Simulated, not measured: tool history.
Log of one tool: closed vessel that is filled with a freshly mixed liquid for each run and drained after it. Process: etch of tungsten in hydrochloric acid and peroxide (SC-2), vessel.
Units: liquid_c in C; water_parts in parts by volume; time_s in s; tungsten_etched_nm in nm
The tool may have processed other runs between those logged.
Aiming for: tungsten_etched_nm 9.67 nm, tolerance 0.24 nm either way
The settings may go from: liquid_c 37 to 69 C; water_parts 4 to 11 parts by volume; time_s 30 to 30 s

{"run": 1, "day": 0.0, "liquid_c": 53, "water_parts": 6, "time_s": 30, "tungsten_etched_nm": 7.9401}
{"run": 2, "day": 0.033, "liquid_c": 56.5, "water_parts": 6, "time_s": 30, "tungsten_etched_nm": 9.9323}
{"run": 3, "day": 0.112, "liquid_c": 56.5, "water_parts": 7.5, "time_s": 30, "tungsten_etched_nm": 8.3307}
{"run": 4, "day": 0.288, "liquid_c": 58, "water_parts": 7.5, "time_s": 30, "tungsten_etched_nm": 9.2243}
{"run": 5, "day": 0.462, "liquid_c": 58, "water_parts": 7.5, "time_s": 30, "tungsten_etched_nm": 9.2095}
{"day": 0.675, "done": "new drum of peroxide connected"}
{"run": 6, "day": 0.675, "liquid_c": 58, "water_parts": 6, "time_s": 30, "tungsten_etched_nm": 11.346}
{"run": 7, "day": 1.046, "liquid_c": 56.5, "water_parts": 6, "time_s": 30, "tungsten_etched_nm": 10.335}
{"run": 8, "day": 1.112, "liquid_c": 56, "water_parts": 6, "time_s": 30, "tungsten_etched_nm": 9.9841}

Next run, 4 choices. One meets every target within its allowed miss, the rest don't. Which?
{"run": "A", "day": 1.179, "liquid_c": 53.5, "water_parts": 5.5, "time_s": 30, "tungsten_etched_nm": "?"}
{"run": "B", "day": 1.179, "liquid_c": 56, "water_parts": 7, "time_s": 30, "tungsten_etched_nm": "?"}
{"run": "C", "day": 1.179, "liquid_c": 57.5, "water_parts": 7, "time_s": 30, "tungsten_etched_nm": "?"}
{"run": "D", "day": 1.179, "liquid_c": 53.5, "water_parts": 4.5, "time_s": 30, "tungsten_etched_nm": "?"}

move=A tungsten_etched_nm=9.1459
move=B tungsten_etched_nm=8.961
move=C tungsten_etched_nm=9.8635
move=D tungsten_etched_nm=10.553
A: moves the result that the last run missed by most past its target, out the other side
B: moves the result that the last run missed by most past its target, out the other side
C: in spec on every target
D: the biggest miss grows against the last run
C is the move that brings every result within its allowed miss.
